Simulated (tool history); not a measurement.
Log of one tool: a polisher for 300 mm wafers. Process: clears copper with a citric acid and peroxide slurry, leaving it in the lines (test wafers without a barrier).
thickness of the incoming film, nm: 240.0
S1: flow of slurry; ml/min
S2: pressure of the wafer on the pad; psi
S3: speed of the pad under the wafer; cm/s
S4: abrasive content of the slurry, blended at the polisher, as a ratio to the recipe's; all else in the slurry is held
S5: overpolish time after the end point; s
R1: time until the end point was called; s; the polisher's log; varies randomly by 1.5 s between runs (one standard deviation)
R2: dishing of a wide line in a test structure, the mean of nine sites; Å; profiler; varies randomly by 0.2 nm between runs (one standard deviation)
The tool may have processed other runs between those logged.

run 1 hour=0 | S1=145 S2=3.8 S3=108 S4=1 S5=14 | R1=84.101 R2=113.24
run 2 hour=2.7 | S1=145 S2=3.8 S3=108 S4=1.15 S5=14 | R1=81.296 R2=110.41
run 3 hour=10.2 | S1=140 S2=3.3 S3=108 S4=1.15 S5=15 | R1=94.563 R2=106.87
run 4 hour=17.7 | S1=140 S2=3 S3=108 S4=1.15 S5=16 | R1=102.98 R2=106.84
run 5 hour=26.4 | S1=140 S2=3.7 S3=108 S4=1.15 S5=16 | R1=83.118 R2=110.6
run 6 hour=29.9 | S1=140 S2=3.3 S3=108 S4=1.15 S5=17 | R1=94.738 R2=110.68
run 7 hour=34.7 | S1=140 S2=3 S3=108 S4=1.15 S5=17 | R1=102.58 R2=111.2
run 8 hour=42.2 | S1=135 S2=2.7 S3=108 S4=1.15 S5=17 | R1=112.8 R2=106.29
run 9 hour=44.6 | S1=115 S2=1.7 S3=106 S4=1.15 S5=22 | R1=181.94 R2=103.12

Run 10 has not been measured yet. What should we expect?
run 10 hour=51.1 | S1=125 S2=1.7 S3=106 S4=1.15 S5=21 | R1=? R2=?

{"run 10": {"R1": 177.03, "R2": 100.78}}
